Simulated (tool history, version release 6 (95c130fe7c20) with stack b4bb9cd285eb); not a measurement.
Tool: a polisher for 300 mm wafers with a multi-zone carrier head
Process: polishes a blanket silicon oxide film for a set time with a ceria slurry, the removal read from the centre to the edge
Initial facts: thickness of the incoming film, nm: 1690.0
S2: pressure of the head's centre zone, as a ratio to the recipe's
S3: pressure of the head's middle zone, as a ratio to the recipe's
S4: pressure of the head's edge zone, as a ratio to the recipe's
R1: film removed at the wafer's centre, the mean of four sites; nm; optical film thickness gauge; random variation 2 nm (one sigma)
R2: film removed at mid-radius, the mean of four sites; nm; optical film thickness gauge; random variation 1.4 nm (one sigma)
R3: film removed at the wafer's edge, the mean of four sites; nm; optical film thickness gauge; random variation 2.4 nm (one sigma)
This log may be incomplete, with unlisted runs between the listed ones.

Run 1, hour 0: flow of slurry (ml/min) 210, S2 1, S3 1, S4 1, polishing time (s) 72. Result: R1 254.23 nm, R2 256.78 nm, R3 254.83 nm.
Run 2, hour 6.7: flow of slurry (ml/min) 210, S2 1, S3 1.01, S4 0.97, polishing time (s) 69. Result: R1 240.11 nm, R2 247.06 nm, R3 241.87 nm.
Run 3, hour 11.7: flow of slurry (ml/min) 210, S2 1, S3 0.93, S4 0.97, polishing time (s) 69. Result: R1 239.83 nm, R2 227.55 nm, R3 236.69 nm.
Run 4, hour 13.8: flow of slurry (ml/min) 175, S2 1, S3 0.93, S4 0.97, polishing time (s) 69. Result: R1 231.51 nm, R2 222.57 nm, R3 233.52 nm.
Run 5, hour 17.6: flow of slurry (ml/min) 185, S2 1, S3 0.95, S4 0.94, polishing time (s) 66. Result: R1 223.41 nm, R2 220.07 nm, R3 226.98 nm.
Run 6, hour 19.2: flow of slurry (ml/min) 185, S2 1.06, S3 0.95, S4 0.94, polishing time (s) 66. Result: R1 232.35 nm, R2 220.54 nm, R3 226.77 nm.
Run 7, hour 24.6: flow of slurry (ml/min) 210, S2 1.05, S3 0.97, S4 0.92, polishing time (s) 63. Result: R1 228.03 nm, R2 216.84 nm, R3 218.52 nm.
Run 8, hour 30.5: flow of slurry (ml/min) 225, S2 1.04, S3 1, S4 0.9, polishing time (s) 60. Result: R1 218.21 nm, R2 215.55 nm, R3 206.4 nm.

Forecast run 9:
Run 9, hour 34.9: flow of slurry (ml/min) 235, S2 1.03, S3 1.01, S4 0.89, polishing time (s) 59. Result: R1 ?, R2 ?, R3 ?.

{"run 9": {"R1": 216.92, "R2": 214.62, "R3": 201.98}}
